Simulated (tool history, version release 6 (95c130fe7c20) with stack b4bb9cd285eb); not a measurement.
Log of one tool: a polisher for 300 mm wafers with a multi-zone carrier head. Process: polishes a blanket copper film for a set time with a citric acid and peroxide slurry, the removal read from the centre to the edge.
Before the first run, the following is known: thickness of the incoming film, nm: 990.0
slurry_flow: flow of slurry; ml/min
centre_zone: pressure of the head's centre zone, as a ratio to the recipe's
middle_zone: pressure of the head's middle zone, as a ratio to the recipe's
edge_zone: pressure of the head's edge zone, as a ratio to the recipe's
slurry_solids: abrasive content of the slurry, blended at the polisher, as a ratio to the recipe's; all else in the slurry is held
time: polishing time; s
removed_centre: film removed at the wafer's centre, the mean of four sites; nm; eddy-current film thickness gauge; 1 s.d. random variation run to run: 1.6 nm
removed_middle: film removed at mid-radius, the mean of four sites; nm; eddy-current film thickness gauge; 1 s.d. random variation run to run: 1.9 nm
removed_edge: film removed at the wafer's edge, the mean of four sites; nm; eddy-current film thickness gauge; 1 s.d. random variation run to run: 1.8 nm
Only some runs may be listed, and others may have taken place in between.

Run 1, hour 0.0: slurry_flow 260 ml/min, centre_zone 1.00, middle_zone 1.00, edge_zone 1.00, slurry_solids 1.00, time 59 s. Result: removed_centre 190.68 nm, removed_middle 194.76 nm, removed_edge 189.78 nm.
Run 2, hour 4.8: slurry_flow 260 ml/min, centre_zone 1.00, middle_zone 1.00, edge_zone 1.00, slurry_solids 0.85, time 59 s. Result: removed_centre 182.72 nm, removed_middle 188.46 nm, removed_edge 183.04 nm.
Run 3, hour 10.4: slurry_flow 260 ml/min, centre_zone 1.00, middle_zone 0.92, edge_zone 1.00, slurry_solids 0.85, time 59 s. Result: removed_centre 180.01 nm, removed_middle 175.30 nm, removed_edge 180.57 nm.
Run 4, hour 16.4: slurry_flow 255 ml/min, centre_zone 1.00, middle_zone 0.90, edge_zone 1.00, slurry_solids 0.80, time 59 s. Result: removed_centre 182.99 nm, removed_middle 164.88 nm, removed_edge 177.49 nm.
Run 5, hour 18.7: slurry_flow 255 ml/min, centre_zone 1.00, middle_zone 0.95, edge_zone 1.00, slurry_solids 0.80, time 59 s. Result: removed_centre 177.79 nm, removed_middle 174.10 nm, removed_edge 175.15 nm.
Run 6, hour 25.4: slurry_flow 245 ml/min, centre_zone 0.99, middle_zone 0.93, edge_zone 0.99, slurry_solids 0.75, time 59 s. Result: removed_centre 174.20 nm, removed_middle 166.26 nm, removed_edge 176.07 nm.
Run 7, hour 30.9: slurry_flow 245 ml/min, centre_zone 0.99, middle_zone 0.93, edge_zone 0.99, slurry_solids 0.75, time 59 s. Result: removed_centre 175.48 nm, removed_middle 171.36 nm, removed_edge 175.35 nm.
Run 8, hour 32.5: slurry_flow 245 ml/min, centre_zone 0.99, middle_zone 0.93, edge_zone 0.99, slurry_solids 0.75, time 59 s. Result: removed_centre 175.36 nm, removed_middle 168.64 nm, removed_edge 174.23 nm.
Run 9, hour 33.1: slurry_flow 245 ml/min, centre_zone 0.98, middle_zone 0.91, edge_zone 0.98, slurry_solids 0.70, time 59 s. Result: removed_centre 170.67 nm, removed_middle 160.60 nm, removed_edge 172.19 nm.
Run 10, hour 37.7: slurry_flow 245 ml/min, centre_zone 0.98, middle_zone 0.90, edge_zone 0.97, slurry_solids 0.65, time 59 s. Result: removed_centre 168.66 nm, removed_middle 158.14 nm, removed_edge 165.52 nm.
Run 11, hour 39.7: slurry_flow 225 ml/min, centre_zone 0.94, middle_zone 0.81, edge_zone 0.97, slurry_solids 0.55, time 58 s. Result: removed_centre 151.22 nm, removed_middle 137.09 nm, removed_edge 156.37 nm.

For run 12, what comes out?
Run 12, hour 46.1: slurry_flow 230 ml/min, centre_zone 0.94, middle_zone 0.81, edge_zone 0.97, slurry_solids 0.55, time 58 s. Result: removed_centre ?, removed_middle ?, removed_edge ?.

Run 12 yielded removed_centre 150.84 nm, removed_middle 134.58 nm, removed_edge 158.37 nm.
